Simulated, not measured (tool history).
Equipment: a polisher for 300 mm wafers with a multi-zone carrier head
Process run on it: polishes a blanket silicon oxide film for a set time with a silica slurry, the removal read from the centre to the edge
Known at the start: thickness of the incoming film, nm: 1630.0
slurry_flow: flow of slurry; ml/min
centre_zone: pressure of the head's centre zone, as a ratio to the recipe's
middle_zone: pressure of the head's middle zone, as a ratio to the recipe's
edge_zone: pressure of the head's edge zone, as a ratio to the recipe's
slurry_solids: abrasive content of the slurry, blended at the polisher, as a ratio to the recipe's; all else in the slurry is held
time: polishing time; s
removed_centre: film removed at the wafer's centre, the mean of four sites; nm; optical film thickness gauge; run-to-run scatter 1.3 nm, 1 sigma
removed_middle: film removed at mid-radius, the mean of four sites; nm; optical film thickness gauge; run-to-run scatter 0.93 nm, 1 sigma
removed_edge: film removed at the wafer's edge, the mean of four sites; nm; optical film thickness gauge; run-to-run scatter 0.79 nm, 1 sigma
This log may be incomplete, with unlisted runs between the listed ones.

run 1 day=0 | slurry_flow=130 centre_zone=1 middle_zone=1 edge_zone=1 slurry_solids=1 time=36 | removed_centre=143.01 removed_middle=143.16 removed_edge=146.68
run 2 day=0.05 | slurry_flow=130 centre_zone=0.97 middle_zone=1 edge_zone=1 slurry_solids=1 time=36 | removed_centre=138.29 removed_middle=143.45 removed_edge=147.27
run 3 day=0.317 | slurry_flow=105 centre_zone=0.97 middle_zone=1 edge_zone=1 slurry_solids=1 time=36 | removed_centre=134.45 removed_middle=138.03 removed_edge=143.15
run 4 day=0.558 | slurry_flow=105 centre_zone=0.97 middle_zone=1 edge_zone=1 slurry_solids=1 time=41 | removed_centre=152.51 removed_middle=154.58 removed_edge=163.05
run 5 day=0.854 | slurry_flow=105 centre_zone=0.97 middle_zone=1 edge_zone=1.04 slurry_solids=1 time=41 | removed_centre=152.05 removed_middle=156.07 removed_edge=166.97
run 6 day=1.008 | slurry_flow=130 centre_zone=0.97 middle_zone=1 edge_zone=1.04 slurry_solids=1 time=41 | removed_centre=156.87 removed_middle=161.46 removed_edge=168.32
run 7 day=1.304 | slurry_flow=130 centre_zone=0.97 middle_zone=0.97 edge_zone=1.01 slurry_solids=0.85 time=37 | removed_centre=130.28 removed_middle=133.31 removed_edge=142.06
run 8 day=1.562 | slurry_flow=125 centre_zone=0.98 middle_zone=0.95 edge_zone=0.97 slurry_solids=0.75 time=35 | removed_centre=117.42 removed_middle=116.29 removed_edge=124.97
run 9 day=1.838 | slurry_flow=120 centre_zone=0.98 middle_zone=0.94 edge_zone=0.93 slurry_solids=0.65 time=34 | removed_centre=107.04 removed_middle=103.93 removed_edge=111.27
run 10 day=1.858 | slurry_flow=110 centre_zone=0.97 middle_zone=0.93 edge_zone=0.9 slurry_solids=0.65 time=34 | removed_centre=105.5 removed_middle=102.34 removed_edge=108.93

What will run 11 give?
run 11 day=1.9 | slurry_flow=105 centre_zone=0.96 middle_zone=0.92 edge_zone=0.88 slurry_solids=0.6 time=34 | removed_centre=? removed_middle=? removed_edge=?

{"run 11": {"removed_centre": 100.8, "removed_middle": 97.815, "removed_edge": 102.45}}
